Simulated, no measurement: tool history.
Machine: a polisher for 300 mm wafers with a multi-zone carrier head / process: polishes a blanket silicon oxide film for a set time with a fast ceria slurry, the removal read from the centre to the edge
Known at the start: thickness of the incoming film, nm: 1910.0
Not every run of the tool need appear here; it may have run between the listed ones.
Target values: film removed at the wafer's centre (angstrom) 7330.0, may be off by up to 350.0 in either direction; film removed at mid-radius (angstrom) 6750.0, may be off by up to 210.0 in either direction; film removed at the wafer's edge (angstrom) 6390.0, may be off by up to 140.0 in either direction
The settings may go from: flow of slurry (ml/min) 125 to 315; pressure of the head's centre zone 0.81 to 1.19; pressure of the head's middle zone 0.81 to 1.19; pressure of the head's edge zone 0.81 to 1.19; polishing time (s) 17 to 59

run,hour,flow of slurry (ml/min),pressure of the head's centre zone,pressure of the head's middle zone,pressure of the head's edge zone,polishing time (s),film removed at the wafer's centre (angstrom),film removed at mid-radius (angstrom),film removed at the wafer's edge (angstrom)
1,0.0,205,1.00,1.00,1.00,38,5716.0,5605.4,5601.7
2,7.5,205,1.00,1.06,1.00,38,5777.8,5828.7,5527.7
3,11.7,215,1.02,1.07,1.02,38,5820.7,5882.3,5720.1
4,17.7,185,1.02,1.07,1.02,38,5949.2,5742.8,5531.5
5,25.2,185,0.95,1.07,1.02,38,5505.2,5686.9,5545.7
6,28.0,190,0.98,1.08,1.03,38,5818.9,5851.7,5591.6
7,30.5,245,1.08,1.12,1.13,39,6607.0,6439.3,6057.5
8,37.6,250,1.09,1.12,1.14,39,6492.7,6314.7,6143.2

Exactly one of the 4 candidate moves below puts every result within its allowed miss. Which one?
A,44.7,250,1.10,1.12,1.14,43,?,?,?
B,44.7,235,1.11,1.01,1.15,39,?,?,?
C,44.7,250,1.16,1.12,1.14,41,?,?,?
D,44.7,255,1.17,1.19,1.02,41,?,?,?

move,film removed at the wafer's centre (angstrom),film removed at mid-radius (angstrom),film removed at the wafer's edge (angstrom)
A,7373.6,7060.7,6666.1
B,6680.8,5824.4,6043.8
C,7334.6,6730.6,6356.0
D,7406.0,7107.2,6115.4
A: gets the furthest-off result to its target, but another result is out of tolerance
B: lands further from the targets than the last run did
C: each result inside its tolerance
D: gets the furthest-off result to its target, but another result is out of tolerance
Move C is the one to make.
